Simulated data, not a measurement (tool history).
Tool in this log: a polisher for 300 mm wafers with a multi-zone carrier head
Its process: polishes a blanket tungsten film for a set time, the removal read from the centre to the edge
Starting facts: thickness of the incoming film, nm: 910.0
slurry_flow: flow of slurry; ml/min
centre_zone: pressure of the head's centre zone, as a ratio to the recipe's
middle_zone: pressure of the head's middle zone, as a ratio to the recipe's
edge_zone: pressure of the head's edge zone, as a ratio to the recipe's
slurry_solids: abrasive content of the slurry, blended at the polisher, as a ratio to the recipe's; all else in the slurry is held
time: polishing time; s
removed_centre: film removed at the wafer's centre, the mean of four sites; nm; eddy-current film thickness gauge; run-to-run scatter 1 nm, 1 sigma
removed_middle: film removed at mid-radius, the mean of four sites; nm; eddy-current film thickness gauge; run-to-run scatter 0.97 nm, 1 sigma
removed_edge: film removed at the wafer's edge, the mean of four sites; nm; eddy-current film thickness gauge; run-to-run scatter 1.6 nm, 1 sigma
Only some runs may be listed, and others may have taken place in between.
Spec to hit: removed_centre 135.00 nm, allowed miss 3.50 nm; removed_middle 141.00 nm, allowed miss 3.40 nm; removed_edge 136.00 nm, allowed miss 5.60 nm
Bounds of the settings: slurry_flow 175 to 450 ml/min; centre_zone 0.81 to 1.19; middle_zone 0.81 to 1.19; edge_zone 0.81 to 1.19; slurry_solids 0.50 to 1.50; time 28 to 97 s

Run 1, hour 0.0: slurry_flow 290 ml/min, centre_zone 1.00, middle_zone 1.00, edge_zone 1.00, slurry_solids 1.00, time 62 s. Result: removed_centre 255.74 nm, removed_middle 256.85 nm, removed_edge 250.27 nm.
Run 2, hour 5.4: slurry_flow 290 ml/min, centre_zone 1.00, middle_zone 1.08, edge_zone 1.00, slurry_solids 1.00, time 62 s. Result: removed_centre 256.85 nm, removed_middle 272.24 nm, removed_edge 256.56 nm.
Run 3, hour 13.6: slurry_flow 260 ml/min, centre_zone 1.00, middle_zone 1.08, edge_zone 1.00, slurry_solids 1.00, time 62 s. Result: removed_centre 254.10 nm, removed_middle 269.38 nm, removed_edge 253.05 nm.
Run 4, hour 18.2: slurry_flow 260 ml/min, centre_zone 0.96, middle_zone 1.08, edge_zone 1.00, slurry_solids 1.00, time 62 s. Result: removed_centre 237.28 nm, removed_middle 269.89 nm, removed_edge 259.74 nm.
Run 5, hour 23.0: slurry_flow 195 ml/min, centre_zone 0.96, middle_zone 1.08, edge_zone 1.00, slurry_solids 1.00, time 62 s. Result: removed_centre 233.86 nm, removed_middle 263.01 nm, removed_edge 245.33 nm.
Run 6, hour 25.2: slurry_flow 235 ml/min, centre_zone 0.96, middle_zone 1.08, edge_zone 1.00, slurry_solids 1.00, time 62 s. Result: removed_centre 239.33 nm, removed_middle 264.63 nm, removed_edge 254.32 nm.
Run 7, hour 30.1: slurry_flow 230 ml/min, centre_zone 0.95, middle_zone 1.06, edge_zone 0.98, slurry_solids 0.95, time 59 s. Result: removed_centre 222.58 nm, removed_middle 246.84 nm, removed_edge 240.55 nm.
Run 8, hour 33.8: slurry_flow 225 ml/min, centre_zone 0.96, middle_zone 1.07, edge_zone 0.97, slurry_solids 0.90, time 55 s. Result: removed_centre 207.14 nm, removed_middle 228.84 nm, removed_edge 217.66 nm.
Run 9, hour 34.8: slurry_flow 220 ml/min, centre_zone 0.96, middle_zone 1.06, edge_zone 0.96, slurry_solids 0.85, time 53 s. Result: removed_centre 195.70 nm, removed_middle 216.97 nm, removed_edge 204.24 nm.
Run 10, hour 40.4: slurry_flow 215 ml/min, centre_zone 0.96, middle_zone 1.04, edge_zone 0.95, slurry_solids 0.80, time 51 s. Result: removed_centre 187.20 nm, removed_middle 201.57 nm, removed_edge 193.84 nm.
Run 11, hour 43.9: slurry_flow 210 ml/min, centre_zone 0.96, middle_zone 1.03, edge_zone 0.94, slurry_solids 0.75, time 50 s. Result: removed_centre 181.86 nm, removed_middle 195.55 nm, removed_edge 189.62 nm.
Run 12, hour 49.5: slurry_flow 205 ml/min, centre_zone 0.96, middle_zone 1.03, edge_zone 0.93, slurry_solids 0.70, time 48 s. Result: removed_centre 172.81 nm, removed_middle 184.88 nm, removed_edge 178.71 nm.
Run 13, hour 56.0: slurry_flow 205 ml/min, centre_zone 0.96, middle_zone 1.03, edge_zone 0.92, slurry_solids 0.70, time 47 s. Result: removed_centre 167.19 nm, removed_middle 181.15 nm, removed_edge 178.89 nm.
Run 14, hour 60.3: slurry_flow 265 ml/min, centre_zone 1.03, middle_zone 1.05, edge_zone 0.84, slurry_solids 0.50, time 30 s. Result: removed_centre 111.50 nm, removed_middle 113.47 nm, removed_edge 103.67 nm.
At hour 67.6: centre zone pressure recalibrated.
Run 15, hour 67.6: slurry_flow 265 ml/min, centre_zone 1.03, middle_zone 1.06, edge_zone 0.87, slurry_solids 0.50, time 30 s. Result: removed_centre 117.78 nm, removed_middle 114.63 nm, removed_edge 105.44 nm.
Run 16, hour 71.1: slurry_flow 260 ml/min, centre_zone 1.02, middle_zone 1.07, edge_zone 0.89, slurry_solids 0.50, time 30 s. Result: removed_centre 118.08 nm, removed_middle 114.29 nm, removed_edge 106.01 nm.
Run 17, hour 75.3: slurry_flow 260 ml/min, centre_zone 1.01, middle_zone 1.07, edge_zone 0.91, slurry_solids 0.55, time 30 s. Result: removed_centre 116.50 nm, removed_middle 118.56 nm, removed_edge 109.98 nm.
Run 18, hour 76.3: slurry_flow 255 ml/min, centre_zone 1.01, middle_zone 1.07, edge_zone 0.93, slurry_solids 0.60, time 30 s. Result: removed_centre 117.74 nm, removed_middle 117.98 nm, removed_edge 111.28 nm.
Run 19, hour 79.6: slurry_flow 335 ml/min, centre_zone 1.01, middle_zone 1.17, edge_zone 1.03, slurry_solids 0.85, time 32 s. Result: removed_centre 137.74 nm, removed_middle 148.63 nm, removed_edge 132.22 nm.
Run 20, hour 81.4: slurry_flow 335 ml/min, centre_zone 1.01, middle_zone 1.16, edge_zone 1.03, slurry_solids 0.85, time 32 s. Result: removed_centre 137.22 nm, removed_middle 143.40 nm, removed_edge 132.92 nm.

Exactly one of the 5 candidate moves below puts every result within its allowed miss. Which one?
Run A, hour 83.2: slurry_flow 340 ml/min, centre_zone 0.96, middle_zone 1.16, edge_zone 1.06, slurry_solids 0.95, time 32 s. Result: removed_centre ?, removed_middle ?, removed_edge ?.
Run B, hour 83.2: slurry_flow 270 ml/min, centre_zone 1.02, middle_zone 1.05, edge_zone 1.08, slurry_solids 0.95, time 33 s. Result: removed_centre ?, removed_middle ?, removed_edge ?.
Run C, hour 83.2: slurry_flow 325 ml/min, centre_zone 1.02, middle_zone 1.17, edge_zone 1.00, slurry_solids 0.70, time 32 s. Result: removed_centre ?, removed_middle ?, removed_edge ?.
Run D, hour 83.2: slurry_flow 405 ml/min, centre_zone 1.00, middle_zone 1.13, edge_zone 1.17, slurry_solids 0.85, time 31 s. Result: removed_centre ?, removed_middle ?, removed_edge ?.
Run E, hour 83.2: slurry_flow 335 ml/min, centre_zone 0.98, middle_zone 1.19, edge_zone 0.97, slurry_solids 0.85, time 33 s. Result: removed_centre ?, removed_middle ?, removed_edge ?.

move  removed_centre  removed_middle  removed_edge
   A          133.64          147.85        135.04
   B          142.99          138.79        138.23
   C          133.98          140.65        125.42
   D          133.91          139.39        133.89
   E          137.71          152.22        132.63
A: its largest miss is bigger than the last run's
B: brings the result that was furthest off to its target, and leaves another outside
C: brings the result that was furthest off to its target, and leaves another outside
D: hits every target within its allowed miss
E: its largest miss is bigger than the last run's
Answer: D
